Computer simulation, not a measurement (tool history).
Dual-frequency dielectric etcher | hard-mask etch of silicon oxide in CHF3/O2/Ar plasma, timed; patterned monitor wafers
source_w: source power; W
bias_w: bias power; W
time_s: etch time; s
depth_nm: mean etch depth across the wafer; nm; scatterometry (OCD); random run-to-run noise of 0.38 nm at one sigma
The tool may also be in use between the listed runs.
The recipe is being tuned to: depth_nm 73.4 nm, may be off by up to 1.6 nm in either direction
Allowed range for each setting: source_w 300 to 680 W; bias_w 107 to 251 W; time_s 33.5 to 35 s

run  hour  source_w  bias_w  time_s  depth_nm
  1     0       490     179    33.5    59.833
  2   7.8       510     183    33.5    61.006
  3   8.6       510     183    33.5    60.809
  4  16.3       510     183      35    63.622
  5  19.7       520     186      35    64.382
  6  23.2       520     186    33.5     61.34
  7  27.3       530     191    33.5     63.34
  8  34.1       630     205    33.5    70.627
  9  37.2       650     207    33.5    71.689

Exercise: of the 5 proposed moves below, exactly one satisfies all targets within the stated allowed misses. Which move is it?
  A  40.3       610     199    33.5         ?
  B  40.3       580     227    34.5         ?
  C  40.3       600     208    33.5         ?
  D  40.3       680     177    34.5         ?
  E  40.3       630     209    33.5         ?

move  depth_nm
   A    68.391
   B    72.907
   C    69.199
   D    70.221
   E    70.811
A: lands further from the targets than the last run did
B: every result within its allowed miss
C: lands further from the targets than the last run did
D: lands further from the targets than the last run did
E: lands further from the targets than the last run did
The right move is B.
